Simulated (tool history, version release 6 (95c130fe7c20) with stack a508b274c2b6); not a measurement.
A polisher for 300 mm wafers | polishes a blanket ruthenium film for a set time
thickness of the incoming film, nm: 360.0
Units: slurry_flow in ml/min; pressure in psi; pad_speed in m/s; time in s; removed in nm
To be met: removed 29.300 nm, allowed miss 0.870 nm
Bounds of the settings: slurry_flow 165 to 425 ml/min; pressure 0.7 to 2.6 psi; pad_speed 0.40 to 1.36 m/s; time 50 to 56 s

run 1 hour=0.0 | slurry_flow=275 pressure=1.6 pad_speed=0.88 time=56 | removed=40.744
run 2 hour=7.0 | slurry_flow=275 pressure=1.6 pad_speed=1.02 time=56 | removed=46.364
run 3 hour=8.1 | slurry_flow=275 pressure=1.4 pad_speed=1.02 time=56 | removed=41.570
run 4 hour=12.7 | slurry_flow=275 pressure=1.3 pad_speed=1.02 time=56 | removed=39.570
run 5 hour=13.7 | slurry_flow=310 pressure=1.3 pad_speed=1.02 time=56 | removed=39.766
run 6 hour=18.5 | slurry_flow=310 pressure=1.2 pad_speed=1.02 time=56 | removed=37.103
run 7 hour=19.6 | slurry_flow=310 pressure=1.1 pad_speed=1.02 time=56 | removed=34.367
run 8 hour=24.8 | slurry_flow=310 pressure=1.0 pad_speed=1.02 time=56 | removed=32.756

Which of these 4 next moves meets every target?
run A hour=30.0 | slurry_flow=325 pressure=0.9 pad_speed=1.02 time=54 | removed=?
run B hour=30.0 | slurry_flow=300 pressure=1.1 pad_speed=1.14 time=53 | removed=?
run C hour=30.0 | slurry_flow=320 pressure=1.0 pad_speed=1.06 time=53 | removed=?
run D hour=30.0 | slurry_flow=345 pressure=1.1 pad_speed=1.22 time=51 | removed=?

move=A removed=29.439
move=B removed=36.495
move=C removed=32.164
move=D removed=37.560
A: meets every target
B: further off than the last run
C: nearer than the last run, and not there yet
D: further off than the last run
Answer: A

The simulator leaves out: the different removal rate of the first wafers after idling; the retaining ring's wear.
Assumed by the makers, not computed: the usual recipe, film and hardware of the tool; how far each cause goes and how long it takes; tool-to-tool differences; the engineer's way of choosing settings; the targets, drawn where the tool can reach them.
